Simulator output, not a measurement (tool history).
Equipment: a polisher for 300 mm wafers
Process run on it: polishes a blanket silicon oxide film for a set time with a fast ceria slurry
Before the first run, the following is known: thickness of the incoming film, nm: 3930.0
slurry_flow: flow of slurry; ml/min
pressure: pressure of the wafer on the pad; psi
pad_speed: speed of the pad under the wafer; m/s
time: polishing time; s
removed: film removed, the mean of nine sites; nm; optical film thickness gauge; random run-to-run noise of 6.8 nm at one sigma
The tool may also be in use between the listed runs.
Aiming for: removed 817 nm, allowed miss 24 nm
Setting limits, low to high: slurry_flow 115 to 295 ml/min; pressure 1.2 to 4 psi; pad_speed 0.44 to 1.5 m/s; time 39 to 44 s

run,day,slurry_flow,pressure,pad_speed,time,removed
1,0,190,2.6,0.96,44,664.72
2,0.058,230,2.6,0.96,44,677.53
3,0.317,230,2.7,0.96,44,697.01
4,0.421,185,2.7,0.96,44,678.04
5,0.562,190,2.8,0.96,44,711.18
6,0.596,165,2.8,0.96,44,703.33
7,0.671,165,2.9,0.96,44,734.25
8,1.004,165,3,0.96,44,745.91
9,1.304,165,3.1,0.96,44,774.2

Pick the move, out of 5, that brings all results within their allowed miss; only one does.
A,1.604,175,2.5,1.18,43,?
B,1.604,150,2.8,0.98,43,?
C,1.604,195,2.9,1.06,41,?
D,1.604,210,3,1.12,44,?
E,1.604,170,2.6,1.34,41,?

move,removed
A,749.83
B,705.73
C,761.77
D,890.91
E,826.23
A: its largest miss is bigger than the last run's
B: its largest miss is bigger than the last run's
C: its largest miss is bigger than the last run's
D: takes the result that was furthest off past its target
E: every result lands within tolerance
E meets every target.

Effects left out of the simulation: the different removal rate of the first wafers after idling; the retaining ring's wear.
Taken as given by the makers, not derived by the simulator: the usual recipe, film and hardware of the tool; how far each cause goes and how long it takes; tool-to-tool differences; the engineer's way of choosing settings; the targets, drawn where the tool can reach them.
